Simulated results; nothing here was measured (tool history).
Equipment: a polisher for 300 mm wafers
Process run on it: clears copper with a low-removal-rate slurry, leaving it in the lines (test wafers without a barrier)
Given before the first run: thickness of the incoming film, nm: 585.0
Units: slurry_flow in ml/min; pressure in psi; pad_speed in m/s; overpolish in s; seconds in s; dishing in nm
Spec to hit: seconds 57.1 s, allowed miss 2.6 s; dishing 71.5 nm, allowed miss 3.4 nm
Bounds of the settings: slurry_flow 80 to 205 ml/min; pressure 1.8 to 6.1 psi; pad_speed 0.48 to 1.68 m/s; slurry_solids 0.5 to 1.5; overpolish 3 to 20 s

run  hour  slurry_flow  pressure  pad_speed  slurry_solids  overpolish  seconds  dishing
  1     0          135       3.9       1.08              1          10   118.23   36.323
  2   7.9          140       4.6       1.12              1          10   95.002   43.301
  3  12.5          140       4.6       1.12           1.15          10   93.948   44.313
  4  16.9          145       5.1       1.16           1.15          10   81.926   50.327
  5  21.6          145       5.1       1.16           1.15           6   80.942   31.484
  6  25.1          145       4.2       1.16           1.15           6   96.608   27.201
  7  31.1          145       4.2       1.16           1.15           6   98.018   27.453
  8  35.6          120       5.3        1.4            1.2          11   65.489   63.843
  9  40.7          130       5.4        1.4            1.2          11   63.131   64.909
 10  49.3          135       5.5        1.4            1.2          11    60.93   66.563
 11    51          140       5.6        1.4            1.2          11    61.68   67.353
 12  52.7          140       5.7        1.4            1.2          11   60.347   68.423

4 next moves are on the table. One of them brings every result within its allowed miss. Which?
  A  54.4          115       5.5        1.6           1.15          11        ?        ?
  B  54.4          160         6       1.42           1.45           9        ?        ?
  C  54.4          115       6.1       1.58            1.3          10        ?        ?
  D  54.4          155       5.6       1.28           1.25          10        ?        ?

move  seconds  dishing
   A   56.116    71.11
   B   51.381   65.443
   C   49.763   72.822
   D   63.578   59.907
A: all results in spec
B: the result that was furthest off in the last run now lies on the other side of its target
C: the result that was furthest off in the last run now lies on the other side of its target
D: misses by more than the last run did
So the answer is move A, the one that meets all the targets.
